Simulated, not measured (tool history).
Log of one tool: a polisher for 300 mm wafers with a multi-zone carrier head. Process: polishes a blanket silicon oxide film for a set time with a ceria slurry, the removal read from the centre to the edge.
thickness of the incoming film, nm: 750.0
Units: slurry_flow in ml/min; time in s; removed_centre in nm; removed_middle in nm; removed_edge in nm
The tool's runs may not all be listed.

run,hour,slurry_flow,centre_zone,middle_zone,edge_zone,time,removed_centre,removed_middle,removed_edge
1,0,255,1,1,1,32,135.42,134.47,136.93
2,5.3,215,1,1,1,32,131.26,131.19,136.05
3,8.9,215,1,1,0.93,32,128.99,131.01,131.15
4,13,155,1,1,0.93,32,126.77,130.11,127.58
5,14.7,155,1,1,0.98,32,129.4,130.96,131.65
6,18.5,155,0.95,1,0.98,32,120.52,128.69,130.65
7,21.4,160,0.99,0.94,0.96,29,114.09,111.86,118.73
8,22.6,160,1.02,0.9,0.93,28,112.45,102.49,111.48
9,24.4,160,1.03,0.87,0.9,28,114.45,100.5,111.05

Run 10 comes next. What will it give?
10,30.2,160,1.03,0.86,0.88,27,?,?,?

{"run 10": {"removed_centre": 110.92, "removed_middle": 95.317, "removed_edge": 105.82}}

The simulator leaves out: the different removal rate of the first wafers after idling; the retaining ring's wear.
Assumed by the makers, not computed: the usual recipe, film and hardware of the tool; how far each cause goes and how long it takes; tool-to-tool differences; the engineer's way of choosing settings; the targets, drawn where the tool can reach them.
